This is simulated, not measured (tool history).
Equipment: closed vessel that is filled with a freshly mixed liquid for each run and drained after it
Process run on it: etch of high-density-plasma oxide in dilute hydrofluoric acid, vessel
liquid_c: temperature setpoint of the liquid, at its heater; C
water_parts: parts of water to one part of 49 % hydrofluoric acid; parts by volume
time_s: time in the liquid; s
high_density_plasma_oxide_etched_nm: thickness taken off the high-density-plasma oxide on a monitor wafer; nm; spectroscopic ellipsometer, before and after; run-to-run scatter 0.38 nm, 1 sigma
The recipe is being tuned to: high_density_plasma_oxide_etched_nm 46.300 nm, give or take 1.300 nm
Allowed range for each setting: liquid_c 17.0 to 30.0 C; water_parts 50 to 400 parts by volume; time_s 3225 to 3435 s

| run | hour | liquid_c | water_parts | time_s | high_density_plasma_oxide_etched_nm |
|---|---|---|---|---|---|
| 1 | 0.0 | 22.0 | 225 | 3225 | 80.740 |
| 2 | 5.4 | 21.0 | 240 | 3225 | 72.401 |
| 3 | 9.0 | 21.0 | 185 | 3225 | 98.777 |
| 4 | 11.7 | 21.0 | 225 | 3225 | 79.016 |
| 5 | 18.6 | 23.5 | 225 | 3225 | 85.312 |
| 6 | 27.4 | 23.5 | 225 | 3435 | 92.319 |
| 7 | 31.2 | 22.5 | 245 | 3435 | 78.779 |
| 8 | 40.9 | 21.5 | 255 | 3435 | 73.320 |
| 9 | 45.5 | 21.0 | 265 | 3435 | 69.063 |
| 10 | 53.8 | 20.5 | 275 | 3435 | 64.685 |
| 11 | 58.6 | 20.0 | 285 | 3435 | 59.952 |

Next run, 4 choices. One meets every target within its allowed miss, the rest don't. Which?
| A | 63.4 | 18.0 | 300 | 3225 | ? |
| B | 63.4 | 19.5 | 305 | 3225 | ? |
| C | 63.4 | 20.5 | 320 | 3225 | ? |
| D | 63.4 | 20.0 | 330 | 3225 | ? |

| move | high_density_plasma_oxide_etched_nm |
|---|---|
| A | 49.741 |
| B | 51.496 |
| C | 50.225 |
| D | 47.418 |
A: better than the last run, though not everything is in spec
B: better than the last run, though not everything is in spec
C: better than the last run, though not everything is in spec
D: each result inside its tolerance
The move that meets every target is D.
